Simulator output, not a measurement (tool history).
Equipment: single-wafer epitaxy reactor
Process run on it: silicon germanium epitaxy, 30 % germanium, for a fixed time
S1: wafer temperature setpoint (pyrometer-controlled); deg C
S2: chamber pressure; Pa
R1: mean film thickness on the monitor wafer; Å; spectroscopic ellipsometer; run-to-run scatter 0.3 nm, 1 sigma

| run | hour | S1 | S2 | R1 |
|---|---|---|---|---|
| 1 | 0 | 625 | 2373 | 903.72 |
| 2 | 3.6 | 625 | 2146 | 873.41 |
| 3 | 4.3 | 630 | 2146 | 968.57 |
| 4 | 5.8 | 621 | 2146 | 810.32 |
| 5 | 12.6 | 626 | 2146 | 891.44 |
| 6 | 16.6 | 620 | 2146 | 791.43 |
| 7 | 23.6 | 625 | 2146 | 877.94 |
| 8 | 29 | 629 | 2146 | 948.72 |
| 9 | 36.9 | 632 | 2146 | 1003.3 |
| 10 | 39.6 | 635 | 2146 | 1062.2 |
| 11 | 47.4 | 637 | 2146 | 1106.9 |
| 12 | 49.7 | 638 | 2146 | 1131.2 |
| 13 | 53.8 | 639 | 2146 | 1150.4 |
| 14 | 57.8 | 639 | 2146 | 1143.6 |
| 15 | 63.6 | 640 | 2146 | 1171.7 |
| 16 | 69.3 | 641 | 2146 | 1189.1 |
| 17 | 71.8 | 642 | 2146 | 1214.9 |
| 18 | 78.9 | 642 | 2146 | 1214.6 |

Run 19 has not been measured yet. What should we expect?
| 19 | 82.7 | 643 | 2146 | ? |

R1: 1238.3 Å

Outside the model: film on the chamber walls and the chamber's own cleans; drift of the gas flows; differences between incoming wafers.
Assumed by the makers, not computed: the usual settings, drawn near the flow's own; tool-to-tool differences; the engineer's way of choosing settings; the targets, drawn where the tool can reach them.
